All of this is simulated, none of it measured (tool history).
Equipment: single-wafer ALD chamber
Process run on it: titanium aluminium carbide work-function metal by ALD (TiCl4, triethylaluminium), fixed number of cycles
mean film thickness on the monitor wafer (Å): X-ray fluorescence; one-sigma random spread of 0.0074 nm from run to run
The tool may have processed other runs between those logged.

| run | day | heater temperature setpoint (deg C) | triethylaluminium pulse time (s) | mean film thickness on the monitor wafer (Å) |
|---|---|---|---|---|
| 1 | 0.000 | 275 | 10.42 | 17.973 |
| 2 | 0.204 | 275 | 12.97 | 18.250 |
| 3 | 0.458 | 281 | 12.97 | 18.937 |
| 4 | 0.483 | 278 | 11.99 | 18.277 |
| 5 | 0.742 | 278 | 9.42 | 17.997 |
| 6 | 0.967 | 272 | 9.42 | 17.469 |
| 7 | 1.188 | 270 | 8.78 | 17.125 |
| 8 | 1.500 | 268 | 8.35 | 16.742 |

Run 9 is up next; what results do you expect?
| 9 | 1.658 | 266 | 8.17 | ? |

{"run 9": {"mean film thickness on the monitor wafer (Å)": 16.571}}
